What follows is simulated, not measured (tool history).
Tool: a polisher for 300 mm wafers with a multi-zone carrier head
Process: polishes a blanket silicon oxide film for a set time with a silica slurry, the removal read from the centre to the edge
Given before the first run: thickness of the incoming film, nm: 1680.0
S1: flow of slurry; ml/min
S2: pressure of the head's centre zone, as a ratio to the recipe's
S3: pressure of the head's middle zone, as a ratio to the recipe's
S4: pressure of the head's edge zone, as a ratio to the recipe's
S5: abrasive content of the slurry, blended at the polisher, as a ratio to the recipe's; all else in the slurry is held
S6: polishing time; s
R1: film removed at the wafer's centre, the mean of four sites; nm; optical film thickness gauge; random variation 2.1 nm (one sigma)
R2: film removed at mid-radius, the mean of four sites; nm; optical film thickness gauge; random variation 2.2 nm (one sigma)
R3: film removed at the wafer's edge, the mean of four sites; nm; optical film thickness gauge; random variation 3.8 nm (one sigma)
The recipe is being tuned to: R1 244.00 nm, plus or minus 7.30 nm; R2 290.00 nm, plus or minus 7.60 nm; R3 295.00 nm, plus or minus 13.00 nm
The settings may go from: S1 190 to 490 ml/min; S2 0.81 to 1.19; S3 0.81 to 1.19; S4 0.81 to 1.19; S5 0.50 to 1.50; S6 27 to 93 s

run,hour,S1,S2,S3,S4,S5,S6,R1,R2,R3
1,0.0,315,1.00,1.00,1.00,1.00,59,238.88,232.51,224.15
2,0.7,315,1.00,1.00,1.00,1.00,52,207.37,207.89,201.23
3,6.1,315,0.96,1.02,1.05,1.15,53,216.68,223.62,224.05
4,11.6,315,0.96,1.10,1.05,1.15,53,215.11,240.56,219.55
5,15.3,320,0.94,1.10,1.09,1.25,54,222.62,255.99,243.99
6,23.5,335,0.94,1.11,1.12,1.30,54,226.80,260.62,249.19
7,31.5,330,0.93,1.11,1.13,1.35,55,231.74,270.68,259.27
8,38.3,330,0.92,1.10,1.15,1.40,56,235.85,277.75,266.50
9,45.8,345,0.91,1.08,1.16,1.45,57,242.16,285.82,279.02

Below are 5 possible settings for the next run. Only one of them brings all results inside the allowed miss of their targets. Which is it?
A,53.3,275,0.93,1.16,1.08,1.50,57,?,?,?
B,53.3,375,0.92,1.00,1.16,1.45,58,?,?,?
C,53.3,405,0.84,1.01,1.13,1.45,61,?,?,?
D,53.3,285,0.89,1.00,1.19,1.50,63,?,?,?
E,53.3,335,0.92,1.13,1.15,1.40,56,?,?,?

move,R1,R2,R3
A,250.46,298.60,274.62
B,256.80,273.66,293.29
C,248.03,291.99,305.69
D,265.67,293.50,320.62
E,242.28,285.25,275.63
A: misses by more than the last run did
B: puts the biggest miss on target and leaves a different result outside tolerance
C: each result inside its tolerance
D: takes the result that was furthest off past its target
E: misses by more than the last run did
Move C is the one to make.

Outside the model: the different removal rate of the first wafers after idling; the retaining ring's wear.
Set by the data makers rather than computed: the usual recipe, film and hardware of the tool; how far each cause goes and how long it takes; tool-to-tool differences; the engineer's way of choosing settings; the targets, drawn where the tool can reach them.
